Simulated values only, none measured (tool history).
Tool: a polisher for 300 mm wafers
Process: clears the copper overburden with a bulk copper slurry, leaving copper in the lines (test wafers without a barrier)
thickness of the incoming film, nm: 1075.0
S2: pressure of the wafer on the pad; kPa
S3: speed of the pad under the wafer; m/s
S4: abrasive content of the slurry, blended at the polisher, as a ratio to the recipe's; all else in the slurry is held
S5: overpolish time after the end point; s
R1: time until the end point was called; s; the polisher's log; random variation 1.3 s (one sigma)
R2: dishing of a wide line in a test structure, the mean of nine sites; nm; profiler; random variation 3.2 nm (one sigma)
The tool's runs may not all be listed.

run 1 hour=0 | flow_of_slurry_(ml/min)=130 S2=20 S3=1.26 S4=1 S5=23 | R1=109.67 R2=95.194
run 2 hour=6.1 | flow_of_slurry_(ml/min)=130 S2=20 S3=1.26 S4=1.1 S5=23 | R1=104.45 R2=98.969
run 3 hour=11.1 | flow_of_slurry_(ml/min)=130 S2=20 S3=1.26 S4=1.25 S5=23 | R1=101.48 R2=102.84
run 4 hour=12.8 | flow_of_slurry_(ml/min)=130 S2=20.7 S3=1.26 S4=1.25 S5=24 | R1=100.02 R2=107.3
run 5 hour=13.5 | flow_of_slurry_(ml/min)=130 S2=21.4 S3=1.26 S4=1.25 S5=25 | R1=95.956 R2=109.03
run 6 hour=18.8 | flow_of_slurry_(ml/min)=130 S2=22.1 S3=1.26 S4=1.25 S5=26 | R1=92.451 R2=112.05
run 7 hour=24.4 | flow_of_slurry_(ml/min)=130 S2=22.8 S3=1.26 S4=1.25 S5=28 | R1=87.851 R2=115.8

Run 8 comes next. What will it give?
run 8 hour=28.6 | flow_of_slurry_(ml/min)=130 S2=22.8 S3=1.26 S4=1.25 S5=30 | R1=? R2=?

Run 8 gave R1 88.953 s, R2 119.86 nm.
